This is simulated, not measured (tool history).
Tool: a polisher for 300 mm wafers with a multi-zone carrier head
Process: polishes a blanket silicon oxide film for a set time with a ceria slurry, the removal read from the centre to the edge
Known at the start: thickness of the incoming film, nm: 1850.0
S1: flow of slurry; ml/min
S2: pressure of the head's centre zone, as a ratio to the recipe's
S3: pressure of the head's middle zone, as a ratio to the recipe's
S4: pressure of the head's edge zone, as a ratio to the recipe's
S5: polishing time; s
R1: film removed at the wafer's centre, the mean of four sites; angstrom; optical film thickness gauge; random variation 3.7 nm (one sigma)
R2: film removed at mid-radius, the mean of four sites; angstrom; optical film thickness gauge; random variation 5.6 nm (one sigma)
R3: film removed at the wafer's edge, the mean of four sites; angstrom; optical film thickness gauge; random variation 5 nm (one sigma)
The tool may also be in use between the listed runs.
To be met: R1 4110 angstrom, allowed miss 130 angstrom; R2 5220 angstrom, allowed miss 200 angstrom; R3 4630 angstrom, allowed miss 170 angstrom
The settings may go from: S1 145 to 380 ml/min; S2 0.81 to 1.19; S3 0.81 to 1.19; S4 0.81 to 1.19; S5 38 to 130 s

{"run": 1, "hour": 0.0, "S1": 245, "S2": 1, "S3": 1, "S4": 1, "S5": 84, "R1": 5439.9, "R2": 5416.5, "R3": 5341.6}
{"run": 2, "hour": 7.8, "S1": 245, "S2": 1.07, "S3": 1, "S4": 1, "S5": 84, "R1": 5834.1, "R2": 5389.5, "R3": 5459.3}
{"run": 3, "hour": 15.8, "S1": 300, "S2": 1.07, "S3": 1, "S4": 1, "S5": 84, "R1": 5947.6, "R2": 5435.5, "R3": 5580}
{"run": 4, "hour": 21.3, "S1": 300, "S2": 1.14, "S3": 1, "S4": 1, "S5": 84, "R1": 6408.1, "R2": 5550.6, "R3": 5561.4}
{"run": 5, "hour": 23.3, "S1": 300, "S2": 1.14, "S3": 1, "S4": 1, "S5": 63, "R1": 4801.6, "R2": 4135.4, "R3": 4167.2}
{"run": 6, "hour": 32.0, "S1": 300, "S2": 1.14, "S3": 1, "S4": 1, "S5": 45, "R1": 3384.7, "R2": 2971.2, "R3": 2953}
{"run": 7, "hour": 39.8, "S1": 300, "S2": 1.1, "S3": 1.03, "S4": 1.02, "S5": 50, "R1": 3722.8, "R2": 3378.1, "R3": 3351.5}
{"run": 8, "hour": 42.3, "S1": 290, "S2": 1.05, "S3": 1.06, "S4": 1.02, "S5": 54, "R1": 3696.7, "R2": 3718.8, "R3": 3595.9}
{"run": 9, "hour": 50.2, "S1": 305, "S2": 0.96, "S3": 1.16, "S4": 1.09, "S5": 71, "R1": 4507.4, "R2": 5234.5, "R3": 4940.1}
{"run": 10, "hour": 56.4, "S1": 300, "S2": 0.95, "S3": 1.16, "S4": 1.08, "S5": 71, "R1": 4437.9, "R2": 5301.8, "R3": 4803.3}
{"run": 11, "hour": 59.4, "S1": 255, "S2": 0.89, "S3": 1.15, "S4": 1.08, "S5": 71, "R1": 4123.9, "R2": 5215.3, "R3": 4889.7}

Which of these 4 next moves meets every target?
{"run": "A", "hour": 62.4, "S1": 275, "S2": 0.82, "S3": 1.18, "S4": 1.18, "S5": 70, "R1": "?", "R2": "?", "R3": "?"}
{"run": "B", "hour": 62.4, "S1": 235, "S2": 0.81, "S3": 1.19, "S4": 1, "S5": 75, "R1": "?", "R2": "?", "R3": "?"}
{"run": "C", "hour": 62.4, "S1": 280, "S2": 0.86, "S3": 1.19, "S4": 1.08, "S5": 73, "R1": "?", "R2": "?", "R3": "?"}
{"run": "D", "hour": 62.4, "S1": 255, "S2": 0.9, "S3": 1.19, "S4": 1.03, "S5": 69, "R1": "?", "R2": "?", "R3": "?"}

move=A R1=3799.6 R2=5221.5 R3=4978.5
move=B R1=3960.8 R2=5558.1 R3=4897.5
move=C R1=4164.7 R2=5490.5 R3=4988.8
move=D R1=4085.2 R2=5147.9 R3=4589.1
A: further off than the last run
B: further off than the last run
C: further off than the last run
D: meets every target
The right move is D.
